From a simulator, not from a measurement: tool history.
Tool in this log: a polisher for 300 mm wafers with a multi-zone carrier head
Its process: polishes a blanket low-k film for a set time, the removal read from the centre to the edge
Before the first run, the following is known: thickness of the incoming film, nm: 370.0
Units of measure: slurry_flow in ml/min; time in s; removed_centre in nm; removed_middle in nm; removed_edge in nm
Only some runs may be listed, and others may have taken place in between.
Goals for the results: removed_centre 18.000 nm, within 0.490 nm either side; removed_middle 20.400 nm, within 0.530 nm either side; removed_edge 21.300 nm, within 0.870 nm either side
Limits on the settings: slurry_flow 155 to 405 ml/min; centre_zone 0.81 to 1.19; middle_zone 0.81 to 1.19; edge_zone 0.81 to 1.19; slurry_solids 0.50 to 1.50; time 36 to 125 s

| run | hour | slurry_flow | centre_zone | middle_zone | edge_zone | slurry_solids | time | removed_centre | removed_middle | removed_edge |
|---|---|---|---|---|---|---|---|---|---|---|
| 1 | 0.0 | 260 | 1.00 | 1.00 | 1.00 | 1.00 | 80 | 27.152 | 27.762 | 28.209 |
| 2 | 6.4 | 245 | 0.94 | 0.97 | 0.96 | 0.85 | 80 | 23.719 | 25.120 | 25.608 |
| 3 | 14.2 | 245 | 0.94 | 0.90 | 0.96 | 0.85 | 80 | 23.787 | 23.708 | 25.114 |
| 4 | 18.2 | 230 | 0.90 | 0.90 | 0.94 | 0.75 | 80 | 21.317 | 22.159 | 24.202 |
| 5 | 26.7 | 240 | 0.88 | 0.91 | 0.90 | 0.70 | 79 | 20.304 | 21.578 | 22.595 |
| 6 | 27.6 | 230 | 0.86 | 0.91 | 0.88 | 0.70 | 79 | 19.364 | 21.410 | 22.198 |
| 7 | 32.5 | 215 | 0.85 | 0.90 | 0.87 | 0.70 | 79 | 18.876 | 21.031 | 21.783 |
| 8 | 34.2 | 200 | 0.85 | 0.90 | 0.87 | 0.70 | 79 | 18.781 | 20.757 | 21.924 |

Exercise: of the 5 proposed moves below, exactly one satisfies all targets within the stated allowed misses. Which move is it?
| A | 35.9 | 335 | 0.94 | 1.04 | 0.88 | 0.85 | 62 | ? | ? | ? |
| B | 35.9 | 165 | 0.83 | 0.89 | 0.82 | 0.55 | 90 | ? | ? | ? |
| C | 35.9 | 245 | 0.86 | 0.87 | 0.86 | 0.70 | 80 | ? | ? | ? |
| D | 35.9 | 255 | 0.91 | 1.02 | 0.81 | 0.55 | 80 | ? | ? | ? |
| E | 35.9 | 215 | 0.82 | 0.88 | 0.81 | 0.80 | 78 | ? | ? | ? |

| move | removed_centre | removed_middle | removed_edge |
|---|---|---|---|
| A | 19.216 | 21.306 | 19.469 |
| B | 18.022 | 20.151 | 21.079 |
| C | 20.008 | 21.010 | 22.351 |
| D | 19.074 | 21.571 | 19.653 |
| E | 19.321 | 21.540 | 22.369 |
A: lands further from the targets than the last run did
B: meets every target
C: lands further from the targets than the last run did
D: lands further from the targets than the last run did
E: lands further from the targets than the last run did
B is the move that brings every result within its allowed miss.

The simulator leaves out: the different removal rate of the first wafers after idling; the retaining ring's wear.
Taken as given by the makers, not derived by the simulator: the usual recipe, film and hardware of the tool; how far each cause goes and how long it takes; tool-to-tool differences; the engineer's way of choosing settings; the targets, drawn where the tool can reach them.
